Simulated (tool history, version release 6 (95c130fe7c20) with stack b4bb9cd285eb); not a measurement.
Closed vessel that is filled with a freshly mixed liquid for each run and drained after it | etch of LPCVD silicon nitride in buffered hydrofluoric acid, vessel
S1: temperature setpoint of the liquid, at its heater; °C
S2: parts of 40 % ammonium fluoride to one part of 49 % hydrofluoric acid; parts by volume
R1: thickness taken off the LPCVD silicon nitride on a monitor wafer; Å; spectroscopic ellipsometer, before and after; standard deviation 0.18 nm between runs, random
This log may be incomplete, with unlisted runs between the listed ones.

{"run": 1, "day": 0.0, "S1": 24.0, "S2": 11.0, "time in the liquid (s)": 2580, "R1": 333.87}
{"run": 2, "day": 0.362, "S1": 22.5, "S2": 11.0, "time in the liquid (s)": 2580, "R1": 307.81}
{"run": 3, "day": 0.471, "S1": 21.5, "S2": 11.0, "time in the liquid (s)": 2580, "R1": 287.25}
{"run": 4, "day": 0.579, "S1": 21.5, "S2": 11.0, "time in the liquid (s)": 2765, "R1": 311.14}
{"run": 5, "day": 0.804, "S1": 21.5, "S2": 8.5, "time in the liquid (s)": 2765, "R1": 387.83}
{"run": 6, "day": 0.862, "S1": 20.0, "S2": 9.0, "time in the liquid (s)": 2765, "R1": 335.88}
{"run": 7, "day": 1.117, "S1": 19.0, "S2": 9.5, "time in the liquid (s)": 2765, "R1": 306.03}

Run 8 is up next; what results do you expect?
{"run": 8, "day": 1.375, "S1": 17.0, "S2": 11.0, "time in the liquid (s)": 2760, "R1": "?"}

Run 8 came out at R1 238.74 Å.
